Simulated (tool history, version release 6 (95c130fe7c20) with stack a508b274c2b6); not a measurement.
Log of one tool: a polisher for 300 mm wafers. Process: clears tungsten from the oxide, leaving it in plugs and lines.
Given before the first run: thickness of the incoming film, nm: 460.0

run,hour,flow of slurry (ml/min),pressure of the wafer on the pad (kPa),speed of the pad under the wafer (cm/s),abrasive content of the slurry,overpolish time after the end point (s),time until the end point was called (s)
1,0,145,28.3,138,1,26,70.377
2,1.9,145,28.3,152,1,26,65.21
3,10,145,31.7,152,1,26,58.834
4,18.4,140,26.2,132,1,26,77.773
5,27.2,135,22.1,114,1,26,98.506
6,33.7,135,19.3,102,1,26,117.02
7,41.5,135,17.2,96,1,26,132.22

Run 8 is up next; what results do you expect?
8,44.6,135,15.9,92,1,26,?

{"run 8": {"time until the end point was called (s)": 145.94}}

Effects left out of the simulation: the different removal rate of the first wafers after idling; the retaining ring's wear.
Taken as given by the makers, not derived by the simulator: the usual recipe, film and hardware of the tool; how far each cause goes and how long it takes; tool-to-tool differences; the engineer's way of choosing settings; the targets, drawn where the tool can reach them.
